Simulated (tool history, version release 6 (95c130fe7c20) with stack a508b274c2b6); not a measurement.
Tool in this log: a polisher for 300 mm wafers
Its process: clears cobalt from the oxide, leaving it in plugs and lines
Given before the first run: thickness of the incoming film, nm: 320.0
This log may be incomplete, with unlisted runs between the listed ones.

run  hour  flow of slurry (ml/min)  pressure of the wafer on the pad (kPa)  speed of the pad under the wafer (m/s)  overpolish time after the end point (s)  time until the end point was called (s)  dishing of a wide line in a test structure (Å)
  1   0.0                      230                                    12.4                                    1.00                                        9                                   71.888                                          339.43
  2   4.3                      230                                    11.7                                    1.00                                       10                                   74.407                                          363.29
  3   8.5                      230                                     9.7                                    1.00                                       10                                   87.602                                          326.40
  4  16.9                      230                                     9.7                                    1.00                                       11                                   85.392                                          341.63
  5  20.2                      230                                    11.7                                    1.00                                       11                                   74.659                                          393.40
  6  28.5                      230                                    11.7                                    1.00                                       12                                   75.084                                          413.85
  7  31.0                      230                                    11.7                                    1.00                                       13                                   74.789                                          439.62
  8  32.0                      230                                    11.7                                    1.00                                       13                                   77.229                                          430.04

Expected results for the next run?
  9  36.9                      230                                    11.7                                    1.00                                       14                                        ?                                               ?

{"run 9": {"time until the end point was called (s)": 74.198, "dishing of a wide line in a test structure (Å)": 450.87}}

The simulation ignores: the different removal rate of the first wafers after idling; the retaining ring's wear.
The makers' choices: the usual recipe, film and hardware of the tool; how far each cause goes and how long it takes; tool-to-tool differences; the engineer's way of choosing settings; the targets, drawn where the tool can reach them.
